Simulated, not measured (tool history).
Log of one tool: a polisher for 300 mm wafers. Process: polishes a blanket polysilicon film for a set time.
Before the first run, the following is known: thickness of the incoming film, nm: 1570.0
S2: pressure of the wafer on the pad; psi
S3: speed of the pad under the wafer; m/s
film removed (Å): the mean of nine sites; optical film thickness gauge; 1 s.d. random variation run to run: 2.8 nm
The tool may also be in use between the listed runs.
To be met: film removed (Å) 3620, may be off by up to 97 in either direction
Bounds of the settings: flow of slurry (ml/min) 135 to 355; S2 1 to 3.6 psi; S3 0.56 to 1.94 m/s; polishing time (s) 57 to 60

run 1 hour=0 | flow_of_slurry_(ml/min)=225 S2=2.3 S3=1.24 polishing_time_(s)=57 | film_removed_(Å)=5151.9
run 2 hour=0.8 | flow_of_slurry_(ml/min)=225 S2=2.2 S3=1.24 polishing_time_(s)=57 | film_removed_(Å)=4990.3
run 3 hour=1.5 | flow_of_slurry_(ml/min)=225 S2=2.2 S3=1.24 polishing_time_(s)=57 | film_removed_(Å)=4931
run 4 hour=6 | flow_of_slurry_(ml/min)=225 S2=2.2 S3=1.24 polishing_time_(s)=57 | film_removed_(Å)=5016.7
run 5 hour=12.3 | flow_of_slurry_(ml/min)=250 S2=2.2 S3=1.24 polishing_time_(s)=57 | film_removed_(Å)=4977
run 6 hour=17.7 | flow_of_slurry_(ml/min)=250 S2=2.2 S3=1.24 polishing_time_(s)=60 | film_removed_(Å)=5252
run 7 hour=23 | flow_of_slurry_(ml/min)=250 S2=2.1 S3=1.24 polishing_time_(s)=60 | film_removed_(Å)=5160.7
run 8 hour=23.8 | flow_of_slurry_(ml/min)=250 S2=2 S3=1.24 polishing_time_(s)=60 | film_removed_(Å)=4862.5
run 9 hour=29 | flow_of_slurry_(ml/min)=250 S2=1.9 S3=1.24 polishing_time_(s)=60 | film_removed_(Å)=4699.7
run 10 hour=35 | flow_of_slurry_(ml/min)=250 S2=1.8 S3=1.24 polishing_time_(s)=60 | film_removed_(Å)=4406.8
run 11 hour=39.4 | flow_of_slurry_(ml/min)=225 S2=1.3 S3=1.24 polishing_time_(s)=60 | film_removed_(Å)=3457.8

Below are 4 possible settings for the next run. Only one of them brings all results inside the allowed miss of their targets. Which is it?
run A hour=43.8 | flow_of_slurry_(ml/min)=185 S2=1.8 S3=1.16 polishing_time_(s)=57 | film_removed_(Å)=?
run B hour=43.8 | flow_of_slurry_(ml/min)=150 S2=1.3 S3=1.46 polishing_time_(s)=60 | film_removed_(Å)=?
run C hour=43.8 | flow_of_slurry_(ml/min)=145 S2=1.4 S3=1.3 polishing_time_(s)=60 | film_removed_(Å)=?
run D hour=43.8 | flow_of_slurry_(ml/min)=250 S2=1.3 S3=1.4 polishing_time_(s)=60 | film_removed_(Å)=?

move=A film_removed_(Å)=3917.7
move=B film_removed_(Å)=3771.4
move=C film_removed_(Å)=3614.5
move=D film_removed_(Å)=3850.5
A: carries the result that was furthest off beyond its target, to the other side
B: carries the result that was furthest off beyond its target, to the other side
C: each result inside its tolerance
D: carries the result that was furthest off beyond its target, to the other side
Move C is the one to make.
